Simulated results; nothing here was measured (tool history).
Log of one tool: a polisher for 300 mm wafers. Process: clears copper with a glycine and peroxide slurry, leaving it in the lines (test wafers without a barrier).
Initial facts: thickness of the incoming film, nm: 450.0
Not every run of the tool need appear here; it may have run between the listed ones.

| run | hour | flow of slurry (ml/min) | pressure of the wafer on the pad (psi) | speed of the pad under the wafer (cm/s) | overpolish time after the end point (s) | time until the end point was called (s) | dishing of a wide line in a test structure (Å) |
|---|---|---|---|---|---|---|---|
| 1 | 0.0 | 300 | 3.5 | 102 | 19 | 67.307 | 660.83 |
| 2 | 3.6 | 300 | 4.2 | 102 | 19 | 58.074 | 748.09 |
| 3 | 6.7 | 275 | 3.5 | 116 | 15 | 61.358 | 593.83 |
| 4 | 7.8 | 275 | 3.5 | 102 | 15 | 67.998 | 552.72 |
| 5 | 9.9 | 275 | 3.5 | 92 | 15 | 74.280 | 515.72 |
| 6 | 15.1 | 250 | 3.1 | 106 | 13 | 74.523 | 467.64 |
| 7 | 17.0 | 230 | 2.8 | 120 | 11 | 72.862 | 400.93 |
| 8 | 25.1 | 180 | 2.0 | 148 | 6 | 85.104 | 208.69 |
| 9 | 27.4 | 195 | 2.2 | 152 | 6 | 75.426 | 231.03 |
| 10 | 33.5 | 220 | 2.3 | 154 | 6 | 71.008 | 247.62 |
| 11 | 40.0 | 235 | 2.3 | 156 | 6 | 68.692 | 246.81 |
| 12 | 45.2 | 255 | 2.7 | 156 | 8 | 59.681 | 359.34 |
| 13 | 46.4 | 235 | 2.7 | 158 | 7 | 58.867 | 324.15 |
| 14 | 47.6 | 225 | 2.7 | 158 | 7 | 59.902 | 319.00 |
| 15 | 50.2 | 215 | 2.7 | 158 | 7 | 61.524 | 326.46 |
| 16 | 52.3 | 300 | 2.1 | 160 | 6 | 71.627 | 244.62 |
| 17 | 56.5 | 270 | 2.2 | 160 | 6 | 70.008 | 250.99 |
| 18 | 65.1 | 245 | 2.3 | 160 | 6 | 67.209 | 262.10 |
| 19 | 70.3 | 230 | 2.4 | 160 | 6 | 65.092 | 267.93 |

What does the tool deliver on the next run?
| 20 | 75.6 | 220 | 2.4 | 160 | 6 | ? | ? |

Run 20 came out at time until the end point was called (s) 65.796, dishing of a wide line in a test structure (Å) 264.35.
